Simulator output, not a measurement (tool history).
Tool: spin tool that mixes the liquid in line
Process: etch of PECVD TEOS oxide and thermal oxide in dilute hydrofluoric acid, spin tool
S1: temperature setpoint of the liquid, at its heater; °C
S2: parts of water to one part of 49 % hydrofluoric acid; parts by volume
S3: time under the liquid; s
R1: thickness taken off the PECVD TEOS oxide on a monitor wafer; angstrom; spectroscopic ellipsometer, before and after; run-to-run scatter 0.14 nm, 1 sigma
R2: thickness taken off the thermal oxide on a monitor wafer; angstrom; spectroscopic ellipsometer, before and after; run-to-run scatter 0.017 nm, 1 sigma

run,hour,S1,S2,S3,R1,R2
1,0.0,20.0,110,180,390.98,75.674
2,2.0,19.5,125,180,332.44,63.790
3,4.6,19.0,135,180,296.50,56.674
4,10.2,17.0,135,180,275.45,53.505
5,18.9,17.0,145,180,250.05,48.934
6,25.4,17.0,145,110,153.55,29.735
7,29.0,17.5,145,110,159.37,30.657

Run 8 has not been measured yet. What should we expect?
8,30.2,18.0,145,110,?,?

R1: 160.05 angstrom
R2: 31.105 angstrom
